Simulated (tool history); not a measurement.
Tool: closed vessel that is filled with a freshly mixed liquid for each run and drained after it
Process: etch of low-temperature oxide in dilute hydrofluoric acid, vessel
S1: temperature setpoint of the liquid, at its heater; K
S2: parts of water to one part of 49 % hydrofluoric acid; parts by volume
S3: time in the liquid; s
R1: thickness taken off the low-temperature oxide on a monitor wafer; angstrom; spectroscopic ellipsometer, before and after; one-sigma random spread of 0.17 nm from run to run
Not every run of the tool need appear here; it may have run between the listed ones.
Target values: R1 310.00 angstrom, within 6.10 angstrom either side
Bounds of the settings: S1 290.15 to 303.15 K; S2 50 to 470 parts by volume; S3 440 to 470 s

run	day	S1	S2	S3	R1
1	0.000	295.15	260	440	159.25
2	0.112	297.15	240	440	190.06
3	0.317	298.65	225	440	218.59
4	0.425	298.65	225	440	216.75
5	0.738	298.65	300	440	151.09
6	0.788	299.65	270	440	177.83
7	1.142	300.65	245	440	210.90
8	1.200	303.15	175	440	344.30
9	1.271	302.65	175	440	339.21
10	1.367	302.15	175	440	335.95
11	1.642	302.15	175	440	337.18
12	1.667	301.65	175	440	326.20
13	1.833	301.15	175	440	319.09
14	1.925	300.65	175	440	315.50

Consider the 4 candidate settings below. Which is the only one whose results all fall within their allowed miss of target?
A	2.017	303.15	185	440	?
B	2.017	299.65	180	460	?
C	2.017	300.15	175	470	?
D	2.017	301.15	170	440	?

move	R1
A	323.91
B	309.00
C	332.66
D	334.43
A: misses by more than the last run did
B: every result lands within tolerance
C: misses by more than the last run did
D: misses by more than the last run did
The right move is B.
